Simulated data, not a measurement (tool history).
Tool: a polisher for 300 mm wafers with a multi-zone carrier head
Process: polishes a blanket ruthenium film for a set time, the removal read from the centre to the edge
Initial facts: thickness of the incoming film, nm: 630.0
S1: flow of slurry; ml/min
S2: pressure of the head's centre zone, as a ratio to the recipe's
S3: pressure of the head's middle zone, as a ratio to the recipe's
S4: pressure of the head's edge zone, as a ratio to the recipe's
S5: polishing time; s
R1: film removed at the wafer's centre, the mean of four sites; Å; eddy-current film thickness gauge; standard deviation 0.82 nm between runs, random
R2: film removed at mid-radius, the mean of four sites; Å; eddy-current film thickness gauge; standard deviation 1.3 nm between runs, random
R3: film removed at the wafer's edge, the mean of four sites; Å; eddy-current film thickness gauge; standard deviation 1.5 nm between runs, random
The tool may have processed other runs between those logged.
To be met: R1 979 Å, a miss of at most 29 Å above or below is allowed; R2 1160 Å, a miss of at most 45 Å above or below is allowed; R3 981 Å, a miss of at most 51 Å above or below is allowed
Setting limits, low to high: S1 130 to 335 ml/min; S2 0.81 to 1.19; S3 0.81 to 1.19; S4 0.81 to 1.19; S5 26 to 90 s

| run | hour | S1 | S2 | S3 | S4 | S5 | R1 | R2 | R3 |
|---|---|---|---|---|---|---|---|---|---|
| 1 | 0 | 215 | 1 | 1 | 1 | 58 | 731.64 | 724.3 | 725.77 |
| 2 | 6.7 | 215 | 1 | 1 | 1 | 71 | 893.23 | 892.3 | 877.6 |
| 3 | 10.9 | 215 | 1 | 1 | 0.95 | 71 | 894.47 | 898.68 | 874.48 |
| 4 | 16.6 | 215 | 1 | 1 | 0.89 | 71 | 877.24 | 922.47 | 841.15 |
| 5 | 20 | 220 | 0.99 | 1.03 | 0.91 | 72 | 893.25 | 929.73 | 853.2 |
| 6 | 24.6 | 220 | 0.99 | 1.03 | 0.87 | 72 | 894.42 | 928.69 | 825.16 |
| 7 | 27.2 | 210 | 0.97 | 1.04 | 0.87 | 75 | 917.2 | 984.27 | 883.46 |
| 8 | 33.4 | 210 | 0.96 | 1.06 | 0.86 | 77 | 937.02 | 1019.9 | 890.92 |
| 9 | 39.4 | 210 | 0.94 | 1.08 | 0.86 | 78 | 907.46 | 1063.3 | 915.5 |
| 10 | 46.1 | 215 | 0.94 | 1.09 | 0.87 | 78 | 915.1 | 1085.5 | 914.74 |
| 11 | 53.1 | 220 | 0.94 | 1.09 | 0.88 | 78 | 924.59 | 1055.1 | 925.38 |
| 12 | 54.6 | 215 | 0.94 | 1.1 | 0.88 | 79 | 928.75 | 1085.7 | 933.29 |
| 13 | 58.8 | 220 | 0.94 | 1.11 | 0.89 | 79 | 931.33 | 1088.9 | 946.31 |
| 14 | 66.4 | 225 | 0.94 | 1.12 | 0.89 | 79 | 934.72 | 1115.9 | 917.4 |
| 15 | 72.6 | 225 | 0.94 | 1.12 | 0.9 | 80 | 957.62 | 1132.9 | 933.34 |

Exercise: of the 5 proposed moves below, exactly one satisfies all targets within the stated allowed misses. Which move is it?
| A | 78.8 | 335 | 0.97 | 1.17 | 0.98 | 78 | ? | ? | ? |
| B | 78.8 | 255 | 0.85 | 1.19 | 0.89 | 84 | ? | ? | ? |
| C | 78.8 | 250 | 1.06 | 1.13 | 0.87 | 76 | ? | ? | ? |
| D | 78.8 | 235 | 1.05 | 1.14 | 0.85 | 75 | ? | ? | ? |
| E | 78.8 | 250 | 0.99 | 1.14 | 0.81 | 79 | ? | ? | ? |

| move | R1 | R2 | R3 |
|---|---|---|---|
| A | 982.9 | 1157.9 | 976.44 |
| B | 905.71 | 1240.6 | 989.58 |
| C | 1021.5 | 1070.6 | 885.79 |
| D | 993.08 | 1059.4 | 861.73 |
| E | 991.28 | 1121.8 | 891.91 |
A: every result lands within tolerance
B: puts the biggest miss on target and leaves a different result outside tolerance
C: lands further from the targets than the last run did
D: lands further from the targets than the last run did
E: lands further from the targets than the last run did
A is the move that brings every result within its allowed miss.
